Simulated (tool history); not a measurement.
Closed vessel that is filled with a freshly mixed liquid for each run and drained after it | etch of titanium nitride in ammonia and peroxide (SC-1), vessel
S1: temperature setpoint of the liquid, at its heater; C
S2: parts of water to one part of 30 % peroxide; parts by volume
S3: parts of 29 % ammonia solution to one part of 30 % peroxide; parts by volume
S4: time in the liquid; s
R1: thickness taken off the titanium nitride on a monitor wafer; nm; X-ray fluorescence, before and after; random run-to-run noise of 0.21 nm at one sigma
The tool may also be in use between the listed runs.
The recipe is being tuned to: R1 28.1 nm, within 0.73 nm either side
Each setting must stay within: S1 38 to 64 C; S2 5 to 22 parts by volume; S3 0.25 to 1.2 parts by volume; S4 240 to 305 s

Run 1, day 0: S1 48 C, S2 12.5 parts by volume, S3 0.95 parts by volume, S4 305 s. Result: R1 17.579 nm.
Run 2, day 0.233: S1 48 C, S2 16.5 parts by volume, S3 0.95 parts by volume, S4 305 s. Result: R1 15.102 nm.
Run 3, day 0.3: S1 52 C, S2 16.5 parts by volume, S3 0.95 parts by volume, S4 305 s. Result: R1 19.682 nm.
Run 4, day 0.446: S1 52 C, S2 16.5 parts by volume, S3 0.7 parts by volume, S4 305 s. Result: R1 18.717 nm.
Run 5, day 0.596: S1 52 C, S2 16.5 parts by volume, S3 0.7 parts by volume, S4 305 s. Result: R1 18.706 nm.
Run 6, day 0.925: S1 47.5 C, S2 16.5 parts by volume, S3 0.7 parts by volume, S4 305 s. Result: R1 13.861 nm.
Run 7, day 1.292: S1 48.5 C, S2 16.5 parts by volume, S3 0.7 parts by volume, S4 305 s. Result: R1 14.838 nm.
Run 8, day 1.525: S1 49.5 C, S2 16.5 parts by volume, S3 0.7 parts by volume, S4 305 s. Result: R1 15.831 nm.
Run 9, day 1.854: S1 50.5 C, S2 16.5 parts by volume, S3 0.7 parts by volume, S4 305 s. Result: R1 17.019 nm.
Run 10, day 1.921: S1 50.5 C, S2 16.5 parts by volume, S3 0.7 parts by volume, S4 305 s. Result: R1 17.267 nm.
Run 11, day 2.104: S1 51.5 C, S2 16.5 parts by volume, S3 0.7 parts by volume, S4 305 s. Result: R1 18.162 nm.
Run 12, day 2.258: S1 52 C, S2 16.5 parts by volume, S3 0.7 parts by volume, S4 305 s. Result: R1 18.908 nm.
Run 13, day 2.3: S1 52.5 C, S2 16.5 parts by volume, S3 0.7 parts by volume, S4 305 s. Result: R1 19.712 nm.
Run 14, day 2.533: S1 53 C, S2 16.5 parts by volume, S3 0.7 parts by volume, S4 305 s. Result: R1 20.31 nm.
Run 15, day 2.892: S1 53.5 C, S2 16.5 parts by volume, S3 0.7 parts by volume, S4 305 s. Result: R1 21.176 nm.
Run 16, day 3.238: S1 54 C, S2 16.5 parts by volume, S3 0.7 parts by volume, S4 305 s. Result: R1 21.28 nm.
Run 17, day 3.625: S1 54.5 C, S2 16.5 parts by volume, S3 0.7 parts by volume, S4 305 s. Result: R1 22.465 nm.
Run 18, day 4.017: S1 55 C, S2 16.5 parts by volume, S3 0.7 parts by volume, S4 305 s. Result: R1 22.939 nm.
Run 19, day 4.275: S1 55.5 C, S2 16.5 parts by volume, S3 0.7 parts by volume, S4 305 s. Result: R1 24.14 nm.
Run 20, day 4.458: S1 57 C, S2 16.5 parts by volume, S3 0.7 parts by volume, S4 305 s. Result: R1 26.274 nm.

5 next moves are on the table. One of them brings every result within its allowed miss. Which?
Run A, day 4.642: S1 60.5 C, S2 18.5 parts by volume, S3 0.9 parts by volume, S4 275 s. Result: R1 ?.
Run B, day 4.642: S1 61.5 C, S2 18 parts by volume, S3 0.6 parts by volume, S4 260 s. Result: R1 ?.
Run C, day 4.642: S1 58 C, S2 17.5 parts by volume, S3 0.85 parts by volume, S4 280 s. Result: R1 ?.
Run D, day 4.642: S1 57 C, S2 15.5 parts by volume, S3 0.65 parts by volume, S4 300 s. Result: R1 ?.
Run E, day 4.642: S1 59 C, S2 16.5 parts by volume, S3 0.5 parts by volume, S4 275 s. Result: R1 ?.

move      R1
   A  29.744
   B   28.35
   C  26.214
   D  26.776
   E  25.834
A: moves the result that the last run missed by most past its target, out the other side
B: hits every target within its allowed miss
C: as far off as the last run
D: better than the last run, though not everything is in spec
E: lands further from the targets than the last run did
So the answer is move B, the one that meets all the targets.
